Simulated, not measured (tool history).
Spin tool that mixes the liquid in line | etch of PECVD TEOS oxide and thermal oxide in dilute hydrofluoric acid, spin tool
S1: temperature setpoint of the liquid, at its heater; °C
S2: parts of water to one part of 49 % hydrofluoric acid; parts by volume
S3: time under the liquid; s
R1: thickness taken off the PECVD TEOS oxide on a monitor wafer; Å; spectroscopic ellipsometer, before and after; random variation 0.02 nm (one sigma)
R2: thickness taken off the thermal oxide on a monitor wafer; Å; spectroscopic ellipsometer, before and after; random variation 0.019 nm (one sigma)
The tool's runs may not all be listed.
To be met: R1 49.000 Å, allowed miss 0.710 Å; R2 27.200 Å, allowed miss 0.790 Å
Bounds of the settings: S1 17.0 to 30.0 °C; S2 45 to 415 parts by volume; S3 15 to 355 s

Run 1, day 0.000: S1 22.0 °C, S2 230 parts by volume, S3 180 s. Result: R1 57.436 Å, R2 31.991 Å.
Run 2, day 0.108: S1 22.0 °C, S2 230 parts by volume, S3 220 s. Result: R1 70.442 Å, R2 39.664 Å.
Run 3, day 0.408: S1 22.0 °C, S2 230 parts by volume, S3 180 s. Result: R1 57.415 Å, R2 31.579 Å.
Run 4, day 0.558: S1 25.0 °C, S2 230 parts by volume, S3 180 s. Result: R1 64.288 Å, R2 36.090 Å.
Run 5, day 0.596: S1 23.5 °C, S2 230 parts by volume, S3 180 s. Result: R1 60.793 Å, R2 33.548 Å.
Run 6, day 0.804: S1 20.0 °C, S2 230 parts by volume, S3 180 s. Result: R1 53.542 Å, R2 29.811 Å.
Run 7, day 1.033: S1 19.5 °C, S2 230 parts by volume, S3 180 s. Result: R1 52.235 Å, R2 29.100 Å.
Run 8, day 1.238: S1 19.0 °C, S2 230 parts by volume, S3 180 s. Result: R1 51.165 Å, R2 28.498 Å.
Run 9, day 1.267: S1 18.5 °C, S2 230 parts by volume, S3 180 s. Result: R1 50.438 Å, R2 27.971 Å.

5 next moves are on the table. One of them brings every result within its allowed miss. Which?
Run A, day 1.296: S1 19.0 °C, S2 260 parts by volume, S3 210 s. Result: R1 ?, R2 ?.
Run B, day 1.296: S1 19.0 °C, S2 325 parts by volume, S3 280 s. Result: R1 ?, R2 ?.
Run C, day 1.296: S1 20.5 °C, S2 265 parts by volume, S3 200 s. Result: R1 ?, R2 ?.
Run D, day 1.296: S1 18.0 °C, S2 240 parts by volume, S3 195 s. Result: R1 ?, R2 ?.
Run E, day 1.296: S1 17.0 °C, S2 270 parts by volume, S3 225 s. Result: R1 ?, R2 ?.

move      R1      R2
   A  51.395  28.410
   B  51.776  28.621
   C  50.561  27.949
   D  50.670  28.009
   E  48.706  26.923
A: further off than the last run
B: further off than the last run
C: further off than the last run
D: further off than the last run
E: meets every target
Answer: E
